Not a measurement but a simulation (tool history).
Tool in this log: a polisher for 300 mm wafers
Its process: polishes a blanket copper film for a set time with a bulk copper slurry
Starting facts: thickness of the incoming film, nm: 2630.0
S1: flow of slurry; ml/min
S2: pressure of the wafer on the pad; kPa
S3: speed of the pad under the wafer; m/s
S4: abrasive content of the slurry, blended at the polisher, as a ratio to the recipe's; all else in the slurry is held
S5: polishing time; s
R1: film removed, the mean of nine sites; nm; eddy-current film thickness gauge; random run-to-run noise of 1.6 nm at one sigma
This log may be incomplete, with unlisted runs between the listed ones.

{"run": 1, "day": 0.0, "S1": 165, "S2": 11.7, "S3": 1.32, "S4": 1.0, "S5": 45, "R1": 281.03}
{"run": 2, "day": 0.033, "S1": 165, "S2": 9.0, "S3": 1.32, "S4": 1.0, "S5": 45, "R1": 227.5}
{"run": 3, "day": 0.142, "S1": 165, "S2": 9.0, "S3": 1.32, "S4": 0.85, "S5": 45, "R1": 215.66}
{"run": 4, "day": 0.342, "S1": 200, "S2": 9.0, "S3": 1.32, "S4": 0.85, "S5": 45, "R1": 225.64}
{"run": 5, "day": 0.558, "S1": 200, "S2": 9.0, "S3": 1.32, "S4": 1.0, "S5": 45, "R1": 226.75}
{"run": 6, "day": 0.629, "S1": 200, "S2": 9.0, "S3": 1.32, "S4": 1.0, "S5": 41, "R1": 209.34}
{"run": 7, "day": 0.729, "S1": 200, "S2": 8.3, "S3": 1.32, "S4": 1.0, "S5": 41, "R1": 196.82}
{"run": 8, "day": 0.758, "S1": 200, "S2": 8.3, "S3": 1.32, "S4": 1.0, "S5": 41, "R1": 197.93}

Run 9, settings as shown, results not yet in. Your forecast:
{"run": 9, "day": 1.042, "S1": 200, "S2": 7.6, "S3": 1.32, "S4": 1.0, "S5": 41, "R1": "?"}

{"run 9": {"R1": 182.56}}
